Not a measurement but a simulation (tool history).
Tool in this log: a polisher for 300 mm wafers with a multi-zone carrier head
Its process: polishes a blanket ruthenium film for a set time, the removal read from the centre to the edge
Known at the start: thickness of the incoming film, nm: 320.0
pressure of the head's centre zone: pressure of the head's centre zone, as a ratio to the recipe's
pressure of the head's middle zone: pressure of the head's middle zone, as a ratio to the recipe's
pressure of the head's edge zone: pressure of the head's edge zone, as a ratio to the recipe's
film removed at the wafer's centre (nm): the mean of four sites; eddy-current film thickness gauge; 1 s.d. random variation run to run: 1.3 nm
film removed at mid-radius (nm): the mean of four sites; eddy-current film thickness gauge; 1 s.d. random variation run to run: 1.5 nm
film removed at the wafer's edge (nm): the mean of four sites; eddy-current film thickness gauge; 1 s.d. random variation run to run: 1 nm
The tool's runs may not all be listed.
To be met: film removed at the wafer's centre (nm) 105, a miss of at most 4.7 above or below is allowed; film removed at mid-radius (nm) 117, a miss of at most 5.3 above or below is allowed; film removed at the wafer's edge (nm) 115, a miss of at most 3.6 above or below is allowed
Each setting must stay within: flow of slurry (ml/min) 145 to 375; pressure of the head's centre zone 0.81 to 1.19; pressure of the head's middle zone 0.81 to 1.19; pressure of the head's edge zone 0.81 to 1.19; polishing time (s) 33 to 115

run  hour  flow of slurry (ml/min)  pressure of the head's centre zone  pressure of the head's middle zone  pressure of the head's edge zone  polishing time (s)  film removed at the wafer's centre (nm)  film removed at mid-radius (nm)  film removed at the wafer's edge (nm)
  1     0                      240                                   1                                   1                                 1                  73                                   89.755                           88.344                                 89.966
  2     3                      245                                   1                                1.01                              1.02                  74                                   93.868                           90.993                                 90.599
  3   8.9                      245                                   1                                1.01                              1.02                  56                                   70.885                           70.612                                 68.765
  4  10.5                      240                                0.99                                1.02                              1.02                  60                                   73.859                            75.02                                 74.529
  5  16.2                      240                                0.99                                1.02                              0.96                  60                                   73.203                           74.747                                 71.622
  6  18.1                      235                                0.98                                1.03                              0.97                  63                                   77.973                           80.704                                 74.794
  7    20                      235                                0.97                                1.03                              0.99                  66                                   81.304                           82.116                                 80.589
  8  21.4                      235                                0.95                                1.05                                 1                  68                                   81.004                           86.316                                  82.83
  9  23.2                      235                                0.95                                1.06                              1.01                  70                                   82.184                           91.847                                 85.767
 10  30.4                      235                                0.95                                1.06                              1.02                  72                                   86.337                           92.766                                 88.757
 11  37.2                      235                                0.95                                1.06                              1.03                  74                                   86.311                           94.269                                 92.108
 12    39                      235                                0.96                                1.07                              1.04                  76                                   90.207                           98.736                                   95.3

Consider the 5 candidate settings below. Which is the only one whose results all fall within their allowed miss of target?
  A  40.8                      245                                 1.1                                0.97                              0.96                  72                                        ?                                ?                                      ?
  B  40.8                      260                                1.16                                1.19                              0.93                  65                                        ?                                ?                                      ?
  C  40.8                      180                                1.06                                1.18                              1.02                  58                                        ?                                ?                                      ?
  D  40.8                      265                                1.14                                1.03                              0.93                  67                                        ?                                ?                                      ?
  E  40.8                      210                                0.95                                1.09                               1.1                  90                                        ?                                ?                                      ?

move  film removed at the wafer's centre (nm)  film removed at mid-radius (nm)  film removed at the wafer's edge (nm)
   A                                   96.745                           89.612                                 85.907
   B                                   92.826                           94.074                                 76.543
   C                                   72.535                           80.372                                 69.407
   D                                   94.116                           87.577                                 79.141
   E                                   102.63                            119.8                                 113.32
A: its largest miss is bigger than the last run's
B: its largest miss is bigger than the last run's
C: its largest miss is bigger than the last run's
D: its largest miss is bigger than the last run's
E: every result lands within tolerance
The right move is E.

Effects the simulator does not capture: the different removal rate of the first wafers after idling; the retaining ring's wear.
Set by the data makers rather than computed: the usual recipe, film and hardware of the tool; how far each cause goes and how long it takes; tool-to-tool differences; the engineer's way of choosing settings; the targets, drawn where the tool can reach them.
